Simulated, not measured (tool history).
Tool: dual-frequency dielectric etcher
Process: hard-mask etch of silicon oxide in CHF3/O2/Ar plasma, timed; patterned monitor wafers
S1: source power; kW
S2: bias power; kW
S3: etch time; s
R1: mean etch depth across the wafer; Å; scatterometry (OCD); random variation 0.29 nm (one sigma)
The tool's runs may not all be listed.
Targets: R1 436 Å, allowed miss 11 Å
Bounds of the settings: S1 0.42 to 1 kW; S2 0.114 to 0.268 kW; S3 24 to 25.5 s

run 1 hour=0 | S1=0.71 S2=0.191 S3=24 | R1=512.54
run 2 hour=8.3 | S1=0.65 S2=0.185 S3=24 | R1=484.82
run 3 hour=10.4 | S1=0.65 S2=0.166 S3=24 | R1=454.12
run 4 hour=16.3 | S1=0.64 S2=0.165 S3=24 | R1=454.11
run 5 hour=17 | S1=0.63 S2=0.164 S3=24 | R1=448.78
run 6 hour=23.2 | S1=0.53 S2=0.164 S3=24 | R1=413.6
run 7 hour=28 | S1=0.55 S2=0.165 S3=24 | R1=422.18
run 8 hour=34.2 | S1=0.56 S2=0.165 S3=24 | R1=422.95

Which of these 5 next moves meets every target?
run A hour=40.4 | S1=0.55 S2=0.15 S3=24 | R1=?
run B hour=40.4 | S1=0.57 S2=0.158 S3=25 | R1=?
run C hour=40.4 | S1=0.59 S2=0.145 S3=24 | R1=?
run D hour=40.4 | S1=0.48 S2=0.16 S3=25.5 | R1=?
run E hour=40.4 | S1=0.54 S2=0.16 S3=24 | R1=?

move=A R1=402.09
move=B R1=439.04
move=C R1=409.43
move=D R1=411.23
move=E R1=412.49
A: further off than the last run
B: meets every target
C: further off than the last run
D: further off than the last run
E: further off than the last run
The right move is B.

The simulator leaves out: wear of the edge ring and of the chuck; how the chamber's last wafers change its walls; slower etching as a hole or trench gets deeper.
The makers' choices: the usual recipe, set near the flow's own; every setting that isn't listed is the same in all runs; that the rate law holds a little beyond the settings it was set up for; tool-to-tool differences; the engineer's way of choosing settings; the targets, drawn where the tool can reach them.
